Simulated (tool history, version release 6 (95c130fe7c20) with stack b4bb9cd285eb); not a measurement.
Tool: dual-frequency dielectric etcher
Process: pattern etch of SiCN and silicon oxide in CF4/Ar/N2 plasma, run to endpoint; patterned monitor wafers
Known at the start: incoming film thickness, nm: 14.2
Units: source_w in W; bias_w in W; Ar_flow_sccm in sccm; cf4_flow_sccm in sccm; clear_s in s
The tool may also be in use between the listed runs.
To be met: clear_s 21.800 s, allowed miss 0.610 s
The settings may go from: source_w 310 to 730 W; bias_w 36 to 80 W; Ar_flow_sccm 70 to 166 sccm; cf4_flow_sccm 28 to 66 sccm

run,day,source_w,bias_w,Ar_flow_sccm,cf4_flow_sccm,clear_s
1,0.000,520,58,118,47,18.264
2,0.104,510,58,118,47,18.529
3,0.367,510,58,118,52,18.039
4,0.558,470,58,118,52,19.515
5,0.871,460,58,118,52,19.780
6,1.200,460,66,118,52,19.146
7,1.300,450,66,118,52,19.316
8,1.658,440,66,118,52,19.928
9,1.729,430,66,118,52,20.122
10,1.758,420,66,118,52,20.792
11,1.792,410,66,118,52,21.138

Which of these 4 next moves meets every target?
A,1.825,400,70,85,36,?
B,1.825,450,64,122,53,?
C,1.825,360,64,121,52,?
D,1.825,390,72,152,37,?

move,clear_s
A,21.483
B,19.565
C,23.462
D,23.228
A: meets every target
B: further off than the last run
C: takes the result that was furthest off past its target
D: takes the result that was furthest off past its target
Answer: A

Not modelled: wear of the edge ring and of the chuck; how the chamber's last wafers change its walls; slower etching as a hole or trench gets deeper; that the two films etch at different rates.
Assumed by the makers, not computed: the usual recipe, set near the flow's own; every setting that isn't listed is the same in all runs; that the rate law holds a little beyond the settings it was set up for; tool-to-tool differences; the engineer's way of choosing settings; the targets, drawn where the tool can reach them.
